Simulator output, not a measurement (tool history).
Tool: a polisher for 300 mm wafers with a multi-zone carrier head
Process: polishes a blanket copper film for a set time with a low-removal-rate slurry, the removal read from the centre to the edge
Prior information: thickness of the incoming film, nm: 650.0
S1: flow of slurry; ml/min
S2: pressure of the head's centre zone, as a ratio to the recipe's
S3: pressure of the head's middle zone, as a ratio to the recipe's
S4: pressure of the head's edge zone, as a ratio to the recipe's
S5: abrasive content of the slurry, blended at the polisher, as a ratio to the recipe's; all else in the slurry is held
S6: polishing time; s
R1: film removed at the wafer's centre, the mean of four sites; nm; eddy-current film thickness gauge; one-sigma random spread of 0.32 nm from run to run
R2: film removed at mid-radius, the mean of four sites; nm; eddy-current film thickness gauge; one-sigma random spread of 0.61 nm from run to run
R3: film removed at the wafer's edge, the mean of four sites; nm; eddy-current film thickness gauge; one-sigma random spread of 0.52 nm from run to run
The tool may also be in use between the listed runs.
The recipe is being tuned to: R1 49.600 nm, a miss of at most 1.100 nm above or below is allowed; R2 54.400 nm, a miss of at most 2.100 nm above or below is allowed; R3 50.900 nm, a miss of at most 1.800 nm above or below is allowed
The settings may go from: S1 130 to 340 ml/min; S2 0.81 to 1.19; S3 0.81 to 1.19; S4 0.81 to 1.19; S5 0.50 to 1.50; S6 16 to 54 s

run 1 day=0.000 | S1=220 S2=1.00 S3=1.00 S4=1.00 S5=1.00 S6=35 | R1=73.468 R2=73.737 R3=76.690
run 2 day=0.221 | S1=220 S2=0.99 S3=1.00 S4=0.97 S5=0.90 S6=34 | R1=68.398 R2=70.442 R3=70.660
run 3 day=0.596 | S1=220 S2=1.04 S3=1.00 S4=0.97 S5=0.90 S6=34 | R1=71.819 R2=71.145 R3=72.374
run 4 day=0.712 | S1=220 S2=1.02 S3=0.99 S4=0.94 S5=0.85 S6=33 | R1=67.656 R2=67.558 R3=67.402
run 5 day=1.088 | S1=220 S2=1.00 S3=0.98 S4=0.92 S5=0.80 S6=33 | R1=65.235 R2=65.598 R3=65.402
run 6 day=1.317 | S1=220 S2=0.98 S3=0.98 S4=0.90 S5=0.75 S6=32 | R1=61.468 R2=61.650 R3=62.444
run 7 day=1.621 | S1=220 S2=0.98 S3=0.98 S4=0.90 S5=0.75 S6=32 | R1=60.770 R2=62.661 R3=61.700
run 8 day=1.858 | S1=220 S2=0.97 S3=0.98 S4=0.88 S5=0.70 S6=32 | R1=59.608 R2=61.153 R3=61.206
run 9 day=2.104 | S1=220 S2=0.97 S3=0.99 S4=0.87 S5=0.65 S6=31 | R1=56.694 R2=59.000 R3=57.648
run 10 day=2.329 | S1=215 S2=0.96 S3=0.99 S4=0.86 S5=0.60 S6=31 | R1=55.459 R2=58.791 R3=55.647
run 11 day=2.583 | S1=160 S2=0.89 S3=0.93 S4=0.81 S5=0.50 S6=31 | R1=46.519 R2=51.818 R3=51.510
run 12 day=2.633 | S1=170 S2=0.90 S3=0.94 S4=0.81 S5=0.50 S6=31 | R1=47.576 R2=50.997 R3=51.373
run 13 day=2.871 | S1=175 S2=0.90 S3=0.95 S4=0.81 S5=0.50 S6=31 | R1=48.315 R2=52.013 R3=51.130
run 14 day=3.071 | S1=180 S2=0.90 S3=0.96 S4=0.81 S5=0.50 S6=31 | R1=48.220 R2=52.795 R3=51.387
run 15 day=3.267 | S1=180 S2=0.90 S3=0.96 S4=0.81 S5=0.50 S6=31 | R1=48.424 R2=52.766 R3=51.044

4 next moves are on the table. One of them brings every result within its allowed miss. Which?
run A day=3.462 | S1=210 S2=0.94 S3=0.96 S4=0.90 S5=0.75 S6=26 | R1=? R2=? R3=?
run B day=3.462 | S1=155 S2=0.84 S3=0.95 S4=0.85 S5=0.60 S6=32 | R1=? R2=? R3=?
run C day=3.462 | S1=215 S2=0.91 S3=0.99 S4=0.81 S5=0.60 S6=29 | R1=? R2=? R3=?
run D day=3.462 | S1=185 S2=0.91 S3=0.93 S4=0.82 S5=0.50 S6=30 | R1=? R2=? R3=?

move=A R1=47.639 R2=50.158 R3=50.893
move=B R1=47.003 R2=55.276 R3=55.916
move=C R1=49.327 R2=55.030 R3=51.767
move=D R1=47.836 R2=50.803 R3=51.006
A: lands further from the targets than the last run did
B: lands further from the targets than the last run did
C: each result inside its tolerance
D: lands further from the targets than the last run did
The right move is C.

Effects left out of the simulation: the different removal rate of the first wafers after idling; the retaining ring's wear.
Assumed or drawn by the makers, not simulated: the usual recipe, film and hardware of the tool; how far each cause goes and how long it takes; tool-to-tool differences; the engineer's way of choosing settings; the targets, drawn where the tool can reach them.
